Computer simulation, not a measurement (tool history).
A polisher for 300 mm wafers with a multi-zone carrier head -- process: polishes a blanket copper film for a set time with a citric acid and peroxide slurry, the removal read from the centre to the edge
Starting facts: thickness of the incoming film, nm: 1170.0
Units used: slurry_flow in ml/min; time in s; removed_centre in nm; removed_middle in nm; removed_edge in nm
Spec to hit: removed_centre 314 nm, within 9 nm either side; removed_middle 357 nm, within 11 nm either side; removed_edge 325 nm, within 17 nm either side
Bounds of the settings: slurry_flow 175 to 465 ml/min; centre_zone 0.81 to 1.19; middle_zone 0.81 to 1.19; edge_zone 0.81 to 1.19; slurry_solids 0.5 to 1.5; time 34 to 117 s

run	day	slurry_flow	centre_zone	middle_zone	edge_zone	slurry_solids	time	removed_centre	removed_middle	removed_edge
1	0	295	1	1	1	1	75	227.51	222.63	228.16
2	0.238	300	1	1.02	1.01	1.05	76	237.07	236.41	228.44
3	0.329	300	1	1.02	0.95	1.05	76	232.53	234.99	219.62
4	0.596	295	0.99	1.03	0.97	1.1	78	237.08	247.78	241.28
5	0.621	295	1	1.04	0.98	1.15	79	248.35	250.98	242.08
6	0.975	300	1	1.05	0.99	1.2	80	253.69	261.78	247.08
7	1.188	295	1	1.06	1	1.25	81	255.5	270.56	255.07
8	1.438	295	1	1.07	1.01	1.3	82	264	273.73	257.49
9	1.5	295	1	1.08	1.02	1.3	83	268.55	276.7	264.97
10	1.796	295	1	1.09	1.02	1.3	84	270.78	287.7	276.75
11	1.946	345	1.05	1.19	1.07	1.5	88	312.68	339.12	311.28

Which of these 5 next moves meets every target?
A	2.096	300	0.99	1.18	1.07	1.4	96	?	?	?
B	2.096	315	0.85	1.19	1.15	1.5	100	?	?	?
C	2.096	375	1.06	1.16	1.05	1.45	88	?	?	?
D	2.096	350	0.81	1.08	1.11	1.5	106	?	?	?
E	2.096	355	0.87	1.15	1.19	1.45	102	?	?	?

move	removed_centre	removed_middle	removed_edge
A	312.99	355.56	315.84
B	286.01	381.43	347.13
C	317.25	331.16	294.39
D	291.77	378.9	365.29
E	299.77	379.82	360.02
A: all results in spec
B: takes the result that was furthest off past its target
C: moves away from the targets compared with the last run
D: takes the result that was furthest off past its target
E: takes the result that was furthest off past its target
Move A is the one to make.
